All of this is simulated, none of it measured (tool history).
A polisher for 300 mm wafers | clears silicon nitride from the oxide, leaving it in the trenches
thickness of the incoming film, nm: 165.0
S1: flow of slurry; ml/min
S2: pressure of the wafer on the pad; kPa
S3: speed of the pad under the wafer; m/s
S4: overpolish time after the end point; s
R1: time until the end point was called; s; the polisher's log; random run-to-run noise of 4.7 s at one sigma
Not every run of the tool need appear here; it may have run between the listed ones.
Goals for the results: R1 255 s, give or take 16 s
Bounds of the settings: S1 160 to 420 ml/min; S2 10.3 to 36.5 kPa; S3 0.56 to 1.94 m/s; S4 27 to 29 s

| run | hour | S1 | S2 | S3 | S4 | R1 |
|---|---|---|---|---|---|---|
| 1 | 0 | 270 | 23.4 | 1.24 | 27 | 147.01 |
| 2 | 1.5 | 270 | 23.4 | 1.38 | 27 | 130.93 |
| 3 | 7 | 220 | 23.4 | 1.38 | 27 | 130.38 |
| 4 | 11.4 | 220 | 21.4 | 1.34 | 27 | 148.19 |
| 5 | 12 | 220 | 20 | 1.32 | 27 | 164.35 |
| 6 | 18.3 | 220 | 20 | 1.52 | 27 | 144.67 |
| 7 | 20.6 | 220 | 18.6 | 1.5 | 27 | 157.65 |
| 8 | 24.7 | 220 | 17.2 | 1.48 | 27 | 171.54 |
| 9 | 28.7 | 220 | 16.5 | 1.46 | 27 | 181.87 |
| 10 | 32.9 | 220 | 16.5 | 1.46 | 27 | 183.27 |
| 11 | 33.7 | 220 | 15.9 | 1.46 | 27 | 190.24 |
| 12 | 34.6 | 220 | 15.2 | 1.46 | 27 | 196.05 |
| 13 | 42.1 | 220 | 10.3 | 1.36 | 27 | 296.74 |
| 14 | 47.9 | 220 | 11 | 1.36 | 27 | 289.85 |
| 15 | 51.7 | 220 | 11 | 1.36 | 27 | 288.47 |

Consider the 5 candidate settings below. Which is the only one whose results all fall within their allowed miss of target?
| A | 55.5 | 210 | 10.3 | 1.12 | 27 | ? |
| B | 55.5 | 200 | 11 | 1.3 | 27 | ? |
| C | 55.5 | 225 | 10.3 | 1.34 | 28 | ? |
| D | 55.5 | 230 | 11 | 1.32 | 27 | ? |
| E | 55.5 | 220 | 12.4 | 1.38 | 27 | ? |

| move | R1 |
|---|---|
| A | 368.33 |
| B | 302.32 |
| C | 306.55 |
| D | 291.96 |
| E | 251.77 |
A: moves away from the targets compared with the last run
B: moves away from the targets compared with the last run
C: moves away from the targets compared with the last run
D: moves away from the targets compared with the last run
E: all results in spec
E is the move that brings every result within its allowed miss.
